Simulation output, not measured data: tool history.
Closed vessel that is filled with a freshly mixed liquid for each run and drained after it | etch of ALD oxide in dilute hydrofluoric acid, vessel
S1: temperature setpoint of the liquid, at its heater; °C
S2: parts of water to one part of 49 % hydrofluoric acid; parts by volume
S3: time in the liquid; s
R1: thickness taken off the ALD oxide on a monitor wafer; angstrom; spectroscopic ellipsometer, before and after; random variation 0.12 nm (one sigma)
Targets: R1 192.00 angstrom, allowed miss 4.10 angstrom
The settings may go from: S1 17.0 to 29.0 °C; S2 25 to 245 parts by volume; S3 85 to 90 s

Run 1, hour 0.0: S1 21.0 °C, S2 135 parts by volume, S3 85 s. Result: R1 110.83 angstrom.
Run 2, hour 3.7: S1 18.5 °C, S2 135 parts by volume, S3 85 s. Result: R1 101.04 angstrom.
Run 3, hour 11.7: S1 20.0 °C, S2 130 parts by volume, S3 85 s. Result: R1 111.74 angstrom.
Run 4, hour 17.3: S1 20.0 °C, S2 95 parts by volume, S3 85 s. Result: R1 160.48 angstrom.
Run 5, hour 18.3: S1 20.5 °C, S2 95 parts by volume, S3 85 s. Result: R1 161.83 angstrom.
Run 6, hour 24.3: S1 20.5 °C, S2 140 parts by volume, S3 85 s. Result: R1 105.21 angstrom.
Run 7, hour 33.2: S1 22.0 °C, S2 135 parts by volume, S3 85 s. Result: R1 114.68 angstrom.
Run 8, hour 38.8: S1 23.0 °C, S2 130 parts by volume, S3 85 s. Result: R1 125.30 angstrom.
Run 9, hour 45.5: S1 24.0 °C, S2 125 parts by volume, S3 85 s. Result: R1 136.59 angstrom.
Run 10, hour 47.1: S1 25.0 °C, S2 120 parts by volume, S3 85 s. Result: R1 148.42 angstrom.
Run 11, hour 49.2: S1 25.5 °C, S2 120 parts by volume, S3 85 s. Result: R1 153.19 angstrom.
Run 12, hour 52.4: S1 26.0 °C, S2 120 parts by volume, S3 85 s. Result: R1 154.91 angstrom.
Run 13, hour 53.4: S1 26.0 °C, S2 120 parts by volume, S3 85 s. Result: R1 155.76 angstrom.
Run 14, hour 58.6: S1 26.5 °C, S2 120 parts by volume, S3 85 s. Result: R1 157.55 angstrom.
Run 15, hour 65.5: S1 27.0 °C, S2 120 parts by volume, S3 85 s. Result: R1 161.14 angstrom.
Run 16, hour 71.4: S1 27.5 °C, S2 120 parts by volume, S3 85 s. Result: R1 162.44 angstrom.
Run 17, hour 75.4: S1 29.0 °C, S2 105 parts by volume, S3 85 s. Result: R1 202.40 angstrom.

4 next moves are on the table. One of them brings every result within its allowed miss. Which?
Run A, hour 79.4: S1 29.0 °C, S2 115 parts by volume, S3 90 s. Result: R1 ?.
Run B, hour 79.4: S1 28.0 °C, S2 100 parts by volume, S3 85 s. Result: R1 ?.
Run C, hour 79.4: S1 25.0 °C, S2 90 parts by volume, S3 90 s. Result: R1 ?.
Run D, hour 79.4: S1 28.0 °C, S2 105 parts by volume, S3 90 s. Result: R1 ?.

move      R1
   A  193.23
   B  206.21
   C  218.75
   D  206.55
A: meets every target
B: further off than the last run
C: further off than the last run
D: further off than the last run
Move A is the one to make.

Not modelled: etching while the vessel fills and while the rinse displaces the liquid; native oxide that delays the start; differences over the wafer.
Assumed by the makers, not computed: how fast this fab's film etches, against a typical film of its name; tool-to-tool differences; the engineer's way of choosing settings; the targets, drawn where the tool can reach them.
